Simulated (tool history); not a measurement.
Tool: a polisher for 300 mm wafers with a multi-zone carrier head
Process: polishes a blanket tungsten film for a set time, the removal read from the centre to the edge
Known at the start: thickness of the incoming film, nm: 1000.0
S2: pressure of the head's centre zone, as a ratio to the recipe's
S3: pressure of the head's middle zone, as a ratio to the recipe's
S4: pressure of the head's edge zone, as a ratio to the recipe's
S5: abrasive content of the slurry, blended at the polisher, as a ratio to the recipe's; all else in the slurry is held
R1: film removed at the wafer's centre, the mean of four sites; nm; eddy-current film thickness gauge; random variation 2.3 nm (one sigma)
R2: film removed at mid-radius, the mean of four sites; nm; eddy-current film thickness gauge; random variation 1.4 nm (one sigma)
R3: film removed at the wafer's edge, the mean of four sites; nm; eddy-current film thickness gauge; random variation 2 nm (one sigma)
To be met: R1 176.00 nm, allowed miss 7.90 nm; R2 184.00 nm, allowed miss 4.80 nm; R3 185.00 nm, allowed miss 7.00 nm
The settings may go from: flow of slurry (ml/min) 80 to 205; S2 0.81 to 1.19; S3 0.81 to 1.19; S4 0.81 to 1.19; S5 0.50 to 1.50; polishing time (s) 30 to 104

Run 1, hour 0.0: flow of slurry (ml/min) 135, S2 1.00, S3 1.00, S4 1.00, S5 1.00, polishing time (s) 67. Result: R1 269.75 nm, R2 272.39 nm, R3 275.72 nm.
Run 2, hour 1.2: flow of slurry (ml/min) 135, S2 1.00, S3 1.00, S4 0.96, S5 1.00, polishing time (s) 67. Result: R1 274.88 nm, R2 271.95 nm, R3 268.36 nm.
Run 3, hour 10.0: flow of slurry (ml/min) 135, S2 1.00, S3 1.00, S4 1.04, S5 1.00, polishing time (s) 67. Result: R1 274.62 nm, R2 274.65 nm, R3 285.20 nm.
Run 4, hour 15.3: flow of slurry (ml/min) 135, S2 1.00, S3 0.95, S4 1.04, S5 1.00, polishing time (s) 67. Result: R1 273.28 nm, R2 260.42 nm, R3 284.98 nm.
Run 5, hour 18.7: flow of slurry (ml/min) 125, S2 0.96, S3 0.94, S4 0.97, S5 0.85, polishing time (s) 64. Result: R1 238.47 nm, R2 231.76 nm, R3 245.87 nm.
Run 6, hour 20.8: flow of slurry (ml/min) 125, S2 0.90, S3 0.94, S4 0.97, S5 0.85, polishing time (s) 64. Result: R1 227.65 nm, R2 232.77 nm, R3 246.41 nm.
Run 7, hour 25.3: flow of slurry (ml/min) 115, S2 0.88, S3 0.93, S4 0.92, S5 0.75, polishing time (s) 62. Result: R1 196.80 nm, R2 211.16 nm, R3 220.22 nm.
Run 8, hour 25.8: flow of slurry (ml/min) 110, S2 0.90, S3 0.92, S4 0.88, S5 0.65, polishing time (s) 62. Result: R1 194.93 nm, R2 203.04 nm, R3 206.98 nm.
Run 9, hour 27.2: flow of slurry (ml/min) 105, S2 0.90, S3 0.91, S4 0.86, S5 0.60, polishing time (s) 62. Result: R1 189.86 nm, R2 195.10 nm, R3 206.63 nm.
Run 10, hour 28.8: flow of slurry (ml/min) 115, S2 0.92, S3 0.97, S4 0.84, S5 0.50, polishing time (s) 55. Result: R1 169.06 nm, R2 179.71 nm, R3 174.32 nm.

Which of these 4 next moves meets every target?
Run A, hour 30.4: flow of slurry (ml/min) 110, S2 0.91, S3 0.94, S4 0.84, S5 0.50, polishing time (s) 58. Result: R1 ?, R2 ?, R3 ?.
Run B, hour 30.4: flow of slurry (ml/min) 105, S2 0.89, S3 0.89, S4 0.85, S5 0.50, polishing time (s) 58. Result: R1 ?, R2 ?, R3 ?.
Run C, hour 30.4: flow of slurry (ml/min) 90, S2 0.99, S3 0.90, S4 0.90, S5 0.50, polishing time (s) 59. Result: R1 ?, R2 ?, R3 ?.
Run D, hour 30.4: flow of slurry (ml/min) 120, S2 1.01, S3 1.02, S4 0.81, S5 0.50, polishing time (s) 52. Result: R1 ?, R2 ?, R3 ?.

move      R1      R2      R3
   A  174.58  180.44  180.19
   B  167.92  170.03  179.53
   C  178.96  165.51  180.93
   D  178.86  177.46  161.50
A: meets every target
B: brings the result that was furthest off to its target, and leaves another outside
C: brings the result that was furthest off to its target, and leaves another outside
D: further off than the last run
The right move is A.

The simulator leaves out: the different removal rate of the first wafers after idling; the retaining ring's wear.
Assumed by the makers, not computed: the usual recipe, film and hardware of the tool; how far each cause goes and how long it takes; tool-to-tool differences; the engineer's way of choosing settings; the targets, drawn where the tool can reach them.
